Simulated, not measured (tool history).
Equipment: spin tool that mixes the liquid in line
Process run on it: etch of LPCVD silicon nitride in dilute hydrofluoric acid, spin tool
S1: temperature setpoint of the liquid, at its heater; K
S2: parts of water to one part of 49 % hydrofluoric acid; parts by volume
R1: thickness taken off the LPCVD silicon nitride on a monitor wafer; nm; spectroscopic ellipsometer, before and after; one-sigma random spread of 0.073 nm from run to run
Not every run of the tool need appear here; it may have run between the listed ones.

Run 1, hour 0: S1 295.15 K, S2 105 parts by volume, time under the liquid (s) 310. Result: R1 1.3114 nm.
Run 2, hour 2.3: S1 296.15 K, S2 100 parts by volume, time under the liquid (s) 310. Result: R1 1.4898 nm.
Run 3, hour 9.1: S1 297.15 K, S2 95 parts by volume, time under the liquid (s) 310. Result: R1 1.6497 nm.
Run 4, hour 13.4: S1 297.15 K, S2 95 parts by volume, time under the liquid (s) 330. Result: R1 1.7256 nm.
Run 5, hour 19.8: S1 297.15 K, S2 95 parts by volume, time under the liquid (s) 330. Result: R1 1.6918 nm.
Run 6, hour 28.1: S1 297.65 K, S2 90 parts by volume, time under the liquid (s) 330. Result: R1 1.8646 nm.
Run 7, hour 30.2: S1 298.15 K, S2 85 parts by volume, time under the liquid (s) 330. Result: R1 2.2137 nm.

For run 8, what comes out?
Run 8, hour 34.6: S1 298.65 K, S2 85 parts by volume, time under the liquid (s) 330. Result: R1 ?.

Run 8 produced R1 2.0978 nm.
